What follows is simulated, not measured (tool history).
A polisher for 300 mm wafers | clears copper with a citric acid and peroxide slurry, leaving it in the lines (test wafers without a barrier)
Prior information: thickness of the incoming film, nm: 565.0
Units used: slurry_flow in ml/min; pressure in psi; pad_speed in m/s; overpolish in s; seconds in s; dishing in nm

run    day  slurry_flow  pressure  pad_speed  slurry_solids  overpolish  seconds  dishing
  1      0          205       4.1       1.24              1          15   171.12   33.019
  2  0.162          205         4       1.24              1          14   166.04   29.467
  3  0.225          170         4       1.24              1          14   173.09   30.043
  4   0.35          170       3.9       1.24              1          13   171.94   27.386
  5  0.429          170       3.8       1.24              1          12   184.74   24.325
  6  0.558          170       3.8       1.26              1          11   181.51   23.198

Expected results for the next run?
  7  0.617          170       3.8       1.26              1          11        ?        ?

seconds: 181.61 s
dishing: 23.74 nm
